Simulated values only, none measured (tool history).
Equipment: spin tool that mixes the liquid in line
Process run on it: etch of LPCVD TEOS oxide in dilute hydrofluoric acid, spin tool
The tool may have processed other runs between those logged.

run  hour  temperature setpoint of the liquid (°C)  parts of water to one part of 49 % hydrofluoric acid (parts by volume)  time under the liquid (s)  thickness taken off the LPCVD TEOS oxide on a monitor wafer (Å)
  1   0.0                                     23.0                                                                     225                         55                                                           103.61
  2   9.0                                     23.0                                                                     225                         55                                                           103.86
  3  15.6                                     24.5                                                                     205                         55                                                           123.63
  4  17.6                                     27.0                                                                     205                         55                                                           135.00
  5  26.5                                     27.5                                                                     190                         55                                                           149.51
  6  34.6                                     30.0                                                                     190                         55                                                           164.67
  7  40.3                                     30.0                                                                     175                         55                                                           181.49
  8  42.0                                     30.0                                                                     165                         55                                                           195.58

Predict the results of run 9:
  9  48.7                                     31.0                                                                     110                         55                                                                ?

thickness taken off the LPCVD TEOS oxide on a monitor wafer (Å): 323.99
